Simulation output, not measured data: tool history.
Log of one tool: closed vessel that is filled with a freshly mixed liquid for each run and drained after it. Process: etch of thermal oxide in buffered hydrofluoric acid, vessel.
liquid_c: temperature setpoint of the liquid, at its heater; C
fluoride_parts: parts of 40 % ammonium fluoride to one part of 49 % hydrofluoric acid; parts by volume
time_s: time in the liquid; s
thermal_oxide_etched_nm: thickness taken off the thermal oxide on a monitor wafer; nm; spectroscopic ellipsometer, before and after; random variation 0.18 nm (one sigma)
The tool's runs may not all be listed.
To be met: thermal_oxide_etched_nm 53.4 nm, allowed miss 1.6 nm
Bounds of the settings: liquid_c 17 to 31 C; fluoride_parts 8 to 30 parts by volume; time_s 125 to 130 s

run	hour	liquid_c	fluoride_parts	time_s	thermal_oxide_etched_nm
1	0	23	21.5	125	66.655
2	1.6	23	21.5	130	69.468
3	8.2	23	16.5	130	88.353
4	11.2	21.5	17.5	130	76.869
5	11.8	21.5	20.5	130	65.771
6	15.1	21	20.5	130	64.46
7	21.5	20.5	20.5	130	62.393
8	24.4	20	20.5	130	60.596
9	30	19.5	20.5	130	59.155
10	34.8	19	20.5	130	57.695
11	39.8	18.5	20.5	130	55.536

4 next moves are on the table. One of them brings every result within its allowed miss. Which?
A	44.8	18.5	20.5	125	?
B	44.8	17	17.5	125	?
C	44.8	18.5	19	125	?
D	44.8	20	22.5	130	?

move	thermal_oxide_etched_nm
A	53.854
B	57.388
C	57.629
D	57.164
A: meets every target
B: further off than the last run
C: further off than the last run
D: further off than the last run
Move A is the one to make.
